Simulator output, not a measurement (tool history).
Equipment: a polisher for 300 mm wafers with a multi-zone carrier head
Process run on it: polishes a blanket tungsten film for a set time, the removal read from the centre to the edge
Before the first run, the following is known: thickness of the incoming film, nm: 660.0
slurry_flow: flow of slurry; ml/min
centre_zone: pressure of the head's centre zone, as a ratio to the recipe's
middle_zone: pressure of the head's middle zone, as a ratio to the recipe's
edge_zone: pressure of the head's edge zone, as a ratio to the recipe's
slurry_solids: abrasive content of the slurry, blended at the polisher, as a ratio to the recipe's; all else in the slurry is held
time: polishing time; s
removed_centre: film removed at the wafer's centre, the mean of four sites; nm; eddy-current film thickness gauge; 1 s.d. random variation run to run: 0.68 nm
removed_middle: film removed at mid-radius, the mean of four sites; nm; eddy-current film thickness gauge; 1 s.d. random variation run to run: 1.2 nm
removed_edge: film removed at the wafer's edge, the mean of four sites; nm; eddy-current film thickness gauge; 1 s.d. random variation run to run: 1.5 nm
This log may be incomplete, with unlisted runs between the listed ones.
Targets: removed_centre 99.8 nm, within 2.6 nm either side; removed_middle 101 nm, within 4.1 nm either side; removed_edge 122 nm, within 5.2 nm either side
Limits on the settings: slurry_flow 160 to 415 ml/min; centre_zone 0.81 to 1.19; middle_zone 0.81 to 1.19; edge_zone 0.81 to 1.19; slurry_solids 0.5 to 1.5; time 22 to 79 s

run 1 hour=0 | slurry_flow=265 centre_zone=1 middle_zone=1 edge_zone=1 slurry_solids=1 time=50 | removed_centre=185.47 removed_middle=187.42 removed_edge=186.97
run 2 hour=7.1 | slurry_flow=250 centre_zone=0.95 middle_zone=0.94 edge_zone=1.01 slurry_solids=0.85 time=45 | removed_centre=150.63 removed_middle=153.08 removed_edge=165.32
run 3 hour=12.5 | slurry_flow=250 centre_zone=0.95 middle_zone=0.91 edge_zone=1.01 slurry_solids=0.85 time=45 | removed_centre=151.62 removed_middle=150.16 removed_edge=164.24
run 4 hour=15 | slurry_flow=250 centre_zone=0.89 middle_zone=0.91 edge_zone=1.01 slurry_solids=0.85 time=45 | removed_centre=142.7 removed_middle=147.26 removed_edge=163.25
run 5 hour=16.5 | slurry_flow=240 centre_zone=0.87 middle_zone=0.88 edge_zone=1 slurry_solids=0.75 time=42 | removed_centre=124.77 removed_middle=126.05 removed_edge=145.82
run 6 hour=23.7 | slurry_flow=240 centre_zone=0.87 middle_zone=0.88 edge_zone=1 slurry_solids=0.75 time=38 | removed_centre=114.16 removed_middle=118.93 removed_edge=128.95
run 7 hour=31.1 | slurry_flow=220 centre_zone=0.85 middle_zone=0.86 edge_zone=1.01 slurry_solids=0.7 time=38 | removed_centre=107.24 removed_middle=108.02 removed_edge=125.79
run 8 hour=33.7 | slurry_flow=205 centre_zone=0.84 middle_zone=0.86 edge_zone=1.01 slurry_solids=0.7 time=38 | removed_centre=106.22 removed_middle=113.36 removed_edge=127.13
run 9 hour=41.6 | slurry_flow=210 centre_zone=0.83 middle_zone=0.84 edge_zone=1.01 slurry_solids=0.65 time=38 | removed_centre=102.74 removed_middle=105.17 removed_edge=122.94

Which single option among these 5 for the next run brings every result within its allowed miss of target? Just one does.
run A hour=49.5 | slurry_flow=255 centre_zone=0.85 middle_zone=0.91 edge_zone=1.01 slurry_solids=0.55 time=39 | removed_centre=? removed_middle=? removed_edge=?
run B hour=49.5 | slurry_flow=220 centre_zone=0.88 middle_zone=0.89 edge_zone=0.95 slurry_solids=0.65 time=37 | removed_centre=? removed_middle=? removed_edge=?
run C hour=49.5 | slurry_flow=170 centre_zone=0.85 middle_zone=0.9 edge_zone=1.02 slurry_solids=0.85 time=37 | removed_centre=? removed_middle=? removed_edge=?
run D hour=49.5 | slurry_flow=260 centre_zone=0.83 middle_zone=0.82 edge_zone=1.03 slurry_solids=0.75 time=35 | removed_centre=? removed_middle=? removed_edge=?
run E hour=49.5 | slurry_flow=330 centre_zone=0.89 middle_zone=0.83 edge_zone=1.01 slurry_solids=0.6 time=37 | removed_centre=? removed_middle=? removed_edge=?

move=A removed_centre=102.88 removed_middle=109.12 removed_edge=122.46
move=B removed_centre=105.21 removed_middle=106.26 removed_edge=118.35
move=C removed_centre=108.29 removed_middle=114.24 removed_edge=131.14
move=D removed_centre=100.16 removed_middle=99.704 removed_edge=123.19
move=E removed_centre=107.06 removed_middle=100.73 removed_edge=121.56
A: its largest miss is bigger than the last run's
B: its largest miss is bigger than the last run's
C: its largest miss is bigger than the last run's
D: all results land within tolerance of their targets
E: its largest miss is bigger than the last run's
Answer: D

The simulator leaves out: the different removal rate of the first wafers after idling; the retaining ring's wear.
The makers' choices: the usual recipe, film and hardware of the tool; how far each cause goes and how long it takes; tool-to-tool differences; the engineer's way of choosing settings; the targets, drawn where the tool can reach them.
